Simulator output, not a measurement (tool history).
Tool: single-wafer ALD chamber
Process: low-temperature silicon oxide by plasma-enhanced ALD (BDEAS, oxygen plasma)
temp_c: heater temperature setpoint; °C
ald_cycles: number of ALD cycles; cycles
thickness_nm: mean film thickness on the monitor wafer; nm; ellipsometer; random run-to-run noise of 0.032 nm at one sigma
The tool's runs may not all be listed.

run	day	temp_c	ald_cycles	thickness_nm
1	0.000	90	52	7.4718
2	0.208	96	52	7.3893
3	0.296	98	51	7.0489
4	0.408	105	51	6.9777
5	0.596	106	51	7.0395
6	0.929	106	48	6.6330
7	1.050	104	48	6.5777

Expected results for the next run?
8	1.075	104	48	?

Run 8 measured thickness_nm 6.6059 nm.
